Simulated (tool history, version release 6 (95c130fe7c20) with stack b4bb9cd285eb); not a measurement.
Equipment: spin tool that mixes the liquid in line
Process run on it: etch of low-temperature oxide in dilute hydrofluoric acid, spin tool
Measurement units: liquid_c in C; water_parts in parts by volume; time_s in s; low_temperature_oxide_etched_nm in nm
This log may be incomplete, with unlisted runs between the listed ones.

| run | hour | liquid_c | water_parts | time_s | low_temperature_oxide_etched_nm |
|---|---|---|---|---|---|
| 1 | 0.0 | 23.0 | 290 | 270 | 7.8235 |
| 2 | 5.5 | 22.0 | 295 | 270 | 7.3741 |
| 3 | 13.4 | 21.5 | 300 | 270 | 6.9622 |
| 4 | 21.7 | 21.0 | 300 | 270 | 6.8377 |
| 5 | 23.9 | 21.0 | 300 | 270 | 6.8317 |
| 6 | 31.2 | 19.5 | 300 | 270 | 6.6045 |
| 7 | 39.8 | 19.0 | 300 | 270 | 6.3706 |

Run 8, settings as shown, results not yet in. Your forecast:
| 8 | 47.0 | 18.5 | 300 | 270 | ? |

{"run 8": {"low_temperature_oxide_etched_nm": 6.2686}}
